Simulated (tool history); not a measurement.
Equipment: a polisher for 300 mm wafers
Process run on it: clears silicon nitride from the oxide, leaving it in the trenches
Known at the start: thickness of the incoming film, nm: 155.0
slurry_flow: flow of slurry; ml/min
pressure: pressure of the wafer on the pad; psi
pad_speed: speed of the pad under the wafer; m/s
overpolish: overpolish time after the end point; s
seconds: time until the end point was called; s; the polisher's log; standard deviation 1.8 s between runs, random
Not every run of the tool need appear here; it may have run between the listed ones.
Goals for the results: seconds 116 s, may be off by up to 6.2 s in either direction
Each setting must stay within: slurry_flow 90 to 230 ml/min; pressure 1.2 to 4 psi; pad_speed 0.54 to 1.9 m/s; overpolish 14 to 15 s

{"run": 1, "hour": 0.0, "slurry_flow": 150, "pressure": 2.6, "pad_speed": 1.22, "overpolish": 14, "seconds": 142.66}
{"run": 2, "hour": 4.3, "slurry_flow": 150, "pressure": 2.7, "pad_speed": 1.22, "overpolish": 14, "seconds": 137.85}
{"run": 3, "hour": 7.9, "slurry_flow": 150, "pressure": 2.8, "pad_speed": 1.22, "overpolish": 14, "seconds": 136.23}
{"run": 4, "hour": 12.9, "slurry_flow": 150, "pressure": 2.8, "pad_speed": 1.08, "overpolish": 14, "seconds": 149.21}
{"run": 5, "hour": 19.1, "slurry_flow": 150, "pressure": 2.9, "pad_speed": 1.08, "overpolish": 14, "seconds": 143.93}
{"run": 6, "hour": 24.0, "slurry_flow": 150, "pressure": 2.9, "pad_speed": 0.84, "overpolish": 14, "seconds": 183.9}
{"run": 7, "hour": 24.5, "slurry_flow": 150, "pressure": 3.1, "pad_speed": 0.84, "overpolish": 14, "seconds": 176.12}
{"run": 8, "hour": 29.8, "slurry_flow": 150, "pressure": 3.3, "pad_speed": 0.86, "overpolish": 14, "seconds": 154.89}
{"run": 9, "hour": 38.6, "slurry_flow": 150, "pressure": 3.4, "pad_speed": 0.86, "overpolish": 14, "seconds": 156.72}

Below are 4 possible settings for the next run. Only one of them brings all results inside the allowed miss of their targets. Which is it?
{"run": "A", "hour": 47.4, "slurry_flow": 115, "pressure": 3.4, "pad_speed": 0.56, "overpolish": 14, "seconds": "?"}
{"run": "B", "hour": 47.4, "slurry_flow": 120, "pressure": 3.9, "pad_speed": 0.68, "overpolish": 14, "seconds": "?"}
{"run": "C", "hour": 47.4, "slurry_flow": 155, "pressure": 3.9, "pad_speed": 1.16, "overpolish": 14, "seconds": "?"}
{"run": "D", "hour": 47.4, "slurry_flow": 145, "pressure": 3.6, "pad_speed": 1.12, "overpolish": 14, "seconds": "?"}

move=A seconds=235.79
move=B seconds=170.41
move=C seconds=97.993
move=D seconds=110.75
A: lands further from the targets than the last run did
B: lands further from the targets than the last run did
C: pushes the last run's worst result past its target
D: hits every target within its allowed miss
Answer: D
